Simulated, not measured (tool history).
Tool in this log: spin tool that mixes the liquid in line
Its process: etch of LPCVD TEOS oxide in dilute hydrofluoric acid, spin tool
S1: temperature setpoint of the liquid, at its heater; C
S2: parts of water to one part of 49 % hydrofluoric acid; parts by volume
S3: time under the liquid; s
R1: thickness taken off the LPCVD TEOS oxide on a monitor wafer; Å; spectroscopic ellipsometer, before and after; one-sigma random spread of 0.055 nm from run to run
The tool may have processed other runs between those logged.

Run 1, hour 0.0: S1 21.0 C, S2 90 parts by volume, S3 40 s. Result: R1 92.259 Å.
Run 2, hour 3.2: S1 21.0 C, S2 90 parts by volume, S3 30 s. Result: R1 67.398 Å.
Run 3, hour 11.4: S1 22.5 C, S2 90 parts by volume, S3 30 s. Result: R1 73.457 Å.
Run 4, hour 18.8: S1 22.5 C, S2 90 parts by volume, S3 30 s. Result: R1 73.199 Å.
Run 5, hour 24.5: S1 22.5 C, S2 90 parts by volume, S3 30 s. Result: R1 72.932 Å.
Run 6, hour 29.7: S1 22.0 C, S2 95 parts by volume, S3 30 s. Result: R1 67.604 Å.

Expected results for the next run?
Run 7, hour 35.5: S1 21.5 C, S2 95 parts by volume, S3 30 s. Result: R1 ?.

R1: 65.496 Å
